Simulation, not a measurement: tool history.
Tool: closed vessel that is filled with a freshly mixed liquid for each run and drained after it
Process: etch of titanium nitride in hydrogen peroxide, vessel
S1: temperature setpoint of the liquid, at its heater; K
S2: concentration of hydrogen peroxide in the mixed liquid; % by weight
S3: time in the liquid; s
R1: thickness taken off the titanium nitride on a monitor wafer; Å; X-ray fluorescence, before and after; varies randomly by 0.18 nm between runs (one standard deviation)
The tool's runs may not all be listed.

run 1 hour=0.0 | S1=321.15 S2=22.5 S3=285 | R1=131.24
run 2 hour=2.7 | S1=321.15 S2=22.5 S3=310 | R1=143.78
run 3 hour=9.9 | S1=322.15 S2=22.5 S3=310 | R1=155.62
run 4 hour=14.0 | S1=319.15 S2=22.5 S3=310 | R1=121.28
run 5 hour=17.3 | S1=319.15 S2=22.5 S3=285 | R1=111.89
run 6 hour=24.9 | S1=319.15 S2=27.0 S3=285 | R1=119.33
run 7 hour=27.1 | S1=320.65 S2=27.0 S3=285 | R1=132.43

Run 8 is up next; what results do you expect?
run 8 hour=31.2 | S1=322.15 S2=27.0 S3=285 | R1=?

Run 8 yielded R1 147.91 Å.

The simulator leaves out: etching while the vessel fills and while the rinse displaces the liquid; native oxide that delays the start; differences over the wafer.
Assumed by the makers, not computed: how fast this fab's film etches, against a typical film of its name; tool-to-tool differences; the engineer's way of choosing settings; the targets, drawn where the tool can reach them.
